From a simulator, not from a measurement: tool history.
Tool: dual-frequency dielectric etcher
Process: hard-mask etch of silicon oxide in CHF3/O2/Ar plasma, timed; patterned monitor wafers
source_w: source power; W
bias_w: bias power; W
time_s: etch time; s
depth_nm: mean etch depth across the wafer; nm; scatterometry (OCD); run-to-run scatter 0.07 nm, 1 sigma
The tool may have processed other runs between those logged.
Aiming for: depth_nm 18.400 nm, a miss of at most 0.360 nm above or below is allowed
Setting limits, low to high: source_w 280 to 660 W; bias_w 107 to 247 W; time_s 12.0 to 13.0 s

| run | hour | source_w | bias_w | time_s | depth_nm |
|---|---|---|---|---|---|
| 1 | 0.0 | 470 | 177 | 13.0 | 24.511 |
| 2 | 2.6 | 450 | 167 | 13.0 | 23.532 |
| 3 | 10.4 | 450 | 167 | 13.0 | 23.370 |
| 4 | 17.6 | 450 | 144 | 13.0 | 22.386 |
| 5 | 23.1 | 430 | 140 | 13.0 | 21.507 |
| 6 | 25.9 | 410 | 139 | 13.0 | 20.913 |
| 7 | 32.6 | 390 | 138 | 13.0 | 20.162 |
| 8 | 40.2 | 380 | 138 | 13.0 | 19.745 |
| 9 | 49.2 | 370 | 138 | 13.0 | 19.641 |
| 10 | 58.0 | 360 | 138 | 13.0 | 19.115 |
| 11 | 62.7 | 350 | 138 | 13.0 | 18.808 |

Next run, 4 choices. One meets every target within its allowed miss, the rest don't. Which?
| A | 67.4 | 360 | 139 | 13.0 | ? |
| B | 67.4 | 370 | 134 | 13.0 | ? |
| C | 67.4 | 350 | 145 | 12.5 | ? |
| D | 67.4 | 380 | 141 | 12.5 | ? |

| move | depth_nm |
|---|---|
| A | 19.165 |
| B | 19.300 |
| C | 18.320 |
| D | 19.188 |
A: lands further from the targets than the last run did
B: lands further from the targets than the last run did
C: meets every target
D: lands further from the targets than the last run did
The right move is C.
